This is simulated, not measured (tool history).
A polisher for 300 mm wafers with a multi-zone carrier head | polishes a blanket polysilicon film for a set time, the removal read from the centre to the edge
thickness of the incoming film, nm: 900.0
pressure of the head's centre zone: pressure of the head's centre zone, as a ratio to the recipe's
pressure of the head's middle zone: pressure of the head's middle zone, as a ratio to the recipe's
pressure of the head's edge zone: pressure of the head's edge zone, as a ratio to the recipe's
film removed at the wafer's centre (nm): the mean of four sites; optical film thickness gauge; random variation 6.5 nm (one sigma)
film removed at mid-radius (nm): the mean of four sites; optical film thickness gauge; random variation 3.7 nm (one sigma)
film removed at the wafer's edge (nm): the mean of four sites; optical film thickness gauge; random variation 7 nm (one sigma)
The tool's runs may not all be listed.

| run | hour | flow of slurry (ml/min) | pressure of the head's centre zone | pressure of the head's middle zone | pressure of the head's edge zone | polishing time (s) | film removed at the wafer's centre (nm) | film removed at mid-radius (nm) | film removed at the wafer's edge (nm) |
|---|---|---|---|---|---|---|---|---|---|
| 1 | 0.0 | 310 | 1.00 | 1.00 | 1.00 | 57 | 361.43 | 348.87 | 369.68 |
| 2 | 4.2 | 265 | 1.00 | 1.00 | 1.00 | 57 | 351.44 | 336.61 | 362.27 |
| 3 | 12.2 | 265 | 1.00 | 1.00 | 1.00 | 48 | 291.46 | 285.07 | 304.87 |
| 4 | 20.2 | 265 | 1.00 | 1.00 | 1.00 | 53 | 326.93 | 314.58 | 339.05 |
| 5 | 27.2 | 265 | 1.00 | 1.00 | 1.00 | 60 | 364.52 | 356.11 | 392.44 |
| 6 | 33.0 | 265 | 1.00 | 1.00 | 1.08 | 60 | 364.64 | 358.53 | 394.42 |
| 7 | 34.9 | 275 | 1.02 | 1.02 | 1.08 | 62 | 389.24 | 372.46 | 412.72 |
| 8 | 40.4 | 300 | 1.03 | 1.05 | 1.08 | 64 | 412.06 | 401.82 | 431.70 |
|  | 43.6 | edge zone pressure recalibrated |
| 9 | 43.6 | 320 | 1.04 | 1.07 | 1.08 | 65 | 430.05 | 414.40 | 410.59 |

Forecast run 10:
| 10 | 51.4 | 325 | 1.04 | 1.07 | 1.09 | 67 | ? | ? | ? |

{"run 10": {"film removed at the wafer's centre (nm)": 444.97, "film removed at mid-radius (nm)": 429.13, "film removed at the wafer's edge (nm)": 432.69}}
